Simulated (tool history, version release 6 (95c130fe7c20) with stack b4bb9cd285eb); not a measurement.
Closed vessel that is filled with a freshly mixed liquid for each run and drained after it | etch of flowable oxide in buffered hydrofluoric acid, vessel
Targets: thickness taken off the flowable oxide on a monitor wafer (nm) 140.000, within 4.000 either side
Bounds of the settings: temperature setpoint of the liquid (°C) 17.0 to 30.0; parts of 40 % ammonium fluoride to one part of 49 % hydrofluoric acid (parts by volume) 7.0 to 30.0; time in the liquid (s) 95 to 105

run  hour  temperature setpoint of the liquid (°C)  parts of 40 % ammonium fluoride to one part of 49 % hydrofluoric acid (parts by volume)  time in the liquid (s)  thickness taken off the flowable oxide on a monitor wafer (nm)
  1   0.0                                     22.0                                                                                     19.0                      95                                                          93.760
  2   1.8                                     22.0                                                                                     19.0                      95                                                          93.656
  3   6.5                                     24.0                                                                                     19.0                      95                                                         103.860
  4  10.0                                     21.0                                                                                     19.0                      95                                                          88.567
  5  14.1                                     21.0                                                                                     19.0                     105                                                          97.877
  6  17.5                                     23.0                                                                                     19.0                     105                                                         109.300
  7  19.4                                     24.5                                                                                     19.0                     105                                                         118.170
     24.6  -- hydrofluoric acid flow meter replaced
  8  24.6                                     24.5                                                                                     19.0                     105                                                         127.190
  9  26.0                                     25.0                                                                                     19.0                     105                                                         130.980
 10  32.4                                     25.5                                                                                     19.0                     105                                                         134.570

4 next moves are on the table. One of them brings every result within its allowed miss. Which?
  A  38.8                                     27.5                                                                                     20.0                      95                                                               ?
  B  38.8                                     25.5                                                                                     19.0                     100                                                               ?
  C  38.8                                     26.0                                                                                     20.5                     105                                                               ?
  D  38.8                                     26.5                                                                                     18.5                     100                                                               ?

move  thickness taken off the flowable oxide on a monitor wafer (nm)
   A                                                         128.840
   B                                                         128.070
   C                                                         129.150
   D                                                         138.780
A: moves away from the targets compared with the last run
B: moves away from the targets compared with the last run
C: moves away from the targets compared with the last run
D: every result within its allowed miss
D is the move that brings every result within its allowed miss.
